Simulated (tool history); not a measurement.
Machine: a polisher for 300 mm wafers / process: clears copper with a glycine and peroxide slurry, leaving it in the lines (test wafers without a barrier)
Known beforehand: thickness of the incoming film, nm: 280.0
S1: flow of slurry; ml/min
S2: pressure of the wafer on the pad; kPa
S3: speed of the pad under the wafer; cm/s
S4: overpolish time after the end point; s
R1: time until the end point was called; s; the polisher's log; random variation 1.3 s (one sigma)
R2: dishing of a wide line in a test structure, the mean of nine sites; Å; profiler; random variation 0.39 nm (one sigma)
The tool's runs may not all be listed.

| run | hour | S1 | S2 | S3 | S4 | R1 | R2 |
|---|---|---|---|---|---|---|---|
| 1 | 0.0 | 165 | 16.5 | 80 | 21 | 66.453 | 608.83 |
| 2 | 2.5 | 165 | 18.6 | 80 | 21 | 64.996 | 658.01 |
| 3 | 5.3 | 165 | 20.0 | 80 | 21 | 59.218 | 685.42 |
| 4 | 13.0 | 165 | 18.6 | 78 | 19 | 63.471 | 604.32 |
| 5 | 17.8 | 165 | 20.7 | 78 | 19 | 59.547 | 629.68 |
| 6 | 24.1 | 140 | 20.7 | 78 | 19 | 61.613 | 607.37 |
| 7 | 32.7 | 135 | 19.3 | 76 | 17 | 64.743 | 551.97 |
|  | 38.7 | head pressure recalibrated |
| 8 | 38.7 | 135 | 17.9 | 76 | 15 | 70.659 | 461.31 |
| 9 | 39.2 | 160 | 13.8 | 80 | 6 | 78.261 | 174.78 |
| 10 | 41.5 | 115 | 16.5 | 62 | 11 | 85.816 | 286.28 |
| 11 | 44.1 | 125 | 15.9 | 62 | 11 | 87.594 | 284.21 |
| 12 | 46.6 | 135 | 15.9 | 64 | 11 | 83.827 | 296.34 |

Expected results for the next run?
| 13 | 53.7 | 135 | 15.2 | 66 | 11 | ? | ? |

{"run 13": {"R1": 87.866, "R2": 288.05}}
